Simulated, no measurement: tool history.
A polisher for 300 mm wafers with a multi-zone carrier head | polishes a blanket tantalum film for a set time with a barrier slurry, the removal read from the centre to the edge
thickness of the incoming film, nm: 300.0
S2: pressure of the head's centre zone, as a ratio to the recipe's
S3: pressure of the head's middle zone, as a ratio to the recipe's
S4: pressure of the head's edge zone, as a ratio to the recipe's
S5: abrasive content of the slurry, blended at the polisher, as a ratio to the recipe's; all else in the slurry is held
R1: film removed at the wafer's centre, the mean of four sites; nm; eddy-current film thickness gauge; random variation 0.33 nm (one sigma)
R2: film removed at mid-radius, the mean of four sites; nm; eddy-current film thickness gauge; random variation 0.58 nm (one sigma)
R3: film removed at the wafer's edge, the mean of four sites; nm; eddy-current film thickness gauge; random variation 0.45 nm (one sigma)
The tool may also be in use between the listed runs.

Run 1, hour 0.0: flow of slurry (ml/min) 125, S2 1.00, S3 1.00, S4 1.00, S5 1.00, polishing time (s) 41. Result: R1 72.620 nm, R2 70.313 nm, R3 70.449 nm.
Run 2, hour 5.8: flow of slurry (ml/min) 125, S2 1.00, S3 1.00, S4 1.00, S5 1.15, polishing time (s) 41. Result: R1 74.198 nm, R2 72.981 nm, R3 74.284 nm.
Run 3, hour 10.1: flow of slurry (ml/min) 125, S2 1.00, S3 0.93, S4 1.00, S5 1.15, polishing time (s) 41. Result: R1 75.970 nm, R2 67.287 nm, R3 75.095 nm.
Run 4, hour 12.0: flow of slurry (ml/min) 125, S2 1.00, S3 0.93, S4 1.00, S5 1.30, polishing time (s) 41. Result: R1 75.811 nm, R2 68.819 nm, R3 75.642 nm.
Run 5, hour 19.7: flow of slurry (ml/min) 120, S2 0.97, S3 0.93, S4 0.98, S5 1.20, polishing time (s) 38. Result: R1 66.880 nm, R2 62.003 nm, R3 67.554 nm.
Run 6, hour 23.1: flow of slurry (ml/min) 120, S2 0.97, S3 0.93, S4 0.92, S5 1.20, polishing time (s) 38. Result: R1 67.724 nm, R2 62.131 nm, R3 65.665 nm.

Forecast run 7:
Run 7, hour 23.7: flow of slurry (ml/min) 115, S2 0.94, S3 0.93, S4 0.91, S5 1.10, polishing time (s) 36. Result: R1 ?, R2 ?, R3 ?.

R1: 61.040 nm
R2: 57.629 nm
R3: 61.084 nm
